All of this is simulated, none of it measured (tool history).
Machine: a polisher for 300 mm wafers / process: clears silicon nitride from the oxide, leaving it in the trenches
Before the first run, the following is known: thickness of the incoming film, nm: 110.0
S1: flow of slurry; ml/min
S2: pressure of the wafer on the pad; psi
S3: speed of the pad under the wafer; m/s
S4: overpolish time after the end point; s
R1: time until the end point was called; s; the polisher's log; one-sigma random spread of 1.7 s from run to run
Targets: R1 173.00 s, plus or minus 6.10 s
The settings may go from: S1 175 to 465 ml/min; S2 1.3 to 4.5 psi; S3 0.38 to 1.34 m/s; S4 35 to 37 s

| run | hour | S1 | S2 | S3 | S4 | R1 |
|---|---|---|---|---|---|---|
| 1 | 0.0 | 295 | 2.9 | 0.86 | 35 | 134.28 |
| 2 | 5.7 | 295 | 2.9 | 0.94 | 35 | 124.17 |
| 3 | 12.5 | 330 | 2.9 | 0.94 | 35 | 121.13 |
| 4 | 14.4 | 325 | 2.6 | 0.94 | 35 | 135.32 |
| 5 | 21.8 | 325 | 2.2 | 0.94 | 35 | 156.24 |
| 6 | 24.5 | 360 | 2.2 | 0.94 | 35 | 153.29 |
| 7 | 26.7 | 355 | 2.1 | 0.94 | 35 | 158.31 |
| 8 | 35.6 | 355 | 2.1 | 0.94 | 35 | 159.69 |

5 candidate next runs follow, results not yet known. Just one meets every target within its allowed miss. Identify it.
| A | 44.5 | 305 | 2.3 | 0.94 | 37 | ? |
| B | 44.5 | 460 | 1.8 | 0.98 | 35 | ? |
| C | 44.5 | 370 | 2.0 | 1.00 | 35 | ? |
| D | 44.5 | 385 | 2.1 | 1.02 | 35 | ? |
| E | 44.5 | 465 | 2.5 | 0.88 | 37 | ? |

| move | R1 |
|---|---|
| A | 150.67 |
| B | 173.76 |
| C | 158.56 |
| D | 149.12 |
| E | 143.77 |
A: further off than the last run
B: meets every target
C: further off than the last run
D: further off than the last run
E: further off than the last run
B meets every target.
